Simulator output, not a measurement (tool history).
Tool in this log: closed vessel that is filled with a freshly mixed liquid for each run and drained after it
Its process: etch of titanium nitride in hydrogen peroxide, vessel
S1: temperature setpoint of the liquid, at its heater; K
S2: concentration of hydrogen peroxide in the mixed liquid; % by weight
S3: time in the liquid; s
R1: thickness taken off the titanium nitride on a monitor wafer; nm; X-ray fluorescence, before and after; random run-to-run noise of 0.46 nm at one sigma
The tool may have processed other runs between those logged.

Run 1, day 0.000: S1 320.15 K, S2 24 % by weight, S3 2065 s. Result: R1 71.044 nm.
Run 2, day 0.162: S1 320.15 K, S2 24 % by weight, S3 2065 s. Result: R1 71.335 nm.
Run 3, day 0.312: S1 322.15 K, S2 24 % by weight, S3 2065 s. Result: R1 82.335 nm.
Run 4, day 0.504: S1 316.15 K, S2 24 % by weight, S3 2065 s. Result: R1 52.440 nm.
Run 5, day 0.688: S1 316.15 K, S2 24 % by weight, S3 2195 s. Result: R1 55.862 nm.
Run 6, day 1.012: S1 318.65 K, S2 24 % by weight, S3 2195 s. Result: R1 67.466 nm.
Run 7, day 1.242: S1 321.15 K, S2 24 % by weight, S3 2195 s. Result: R1 81.529 nm.
Run 8, day 1.300: S1 323.15 K, S2 24 % by weight, S3 2195 s. Result: R1 94.112 nm.
Run 9, day 1.600: S1 324.65 K, S2 24 % by weight, S3 2195 s. Result: R1 104.890 nm.
Run 10, day 1.875: S1 325.65 K, S2 24 % by weight, S3 2195 s. Result: R1 112.670 nm.
Run 11, day 1.942: S1 326.65 K, S2 24 % by weight, S3 2195 s. Result: R1 121.080 nm.
Run 12, day 2.012: S1 327.15 K, S2 24 % by weight, S3 2195 s. Result: R1 125.490 nm.
Run 13, day 2.254: S1 327.65 K, S2 24 % by weight, S3 2195 s. Result: R1 130.040 nm.
Run 14, day 2.508: S1 328.15 K, S2 24 % by weight, S3 2195 s. Result: R1 134.010 nm.
Run 15, day 2.542: S1 328.65 K, S2 24 % by weight, S3 2195 s. Result: R1 138.490 nm.

Run 16 is up next; what results do you expect?
Run 16, day 2.612: S1 329.15 K, S2 24 % by weight, S3 2195 s. Result: R1 ?.

R1: 144.810 nm

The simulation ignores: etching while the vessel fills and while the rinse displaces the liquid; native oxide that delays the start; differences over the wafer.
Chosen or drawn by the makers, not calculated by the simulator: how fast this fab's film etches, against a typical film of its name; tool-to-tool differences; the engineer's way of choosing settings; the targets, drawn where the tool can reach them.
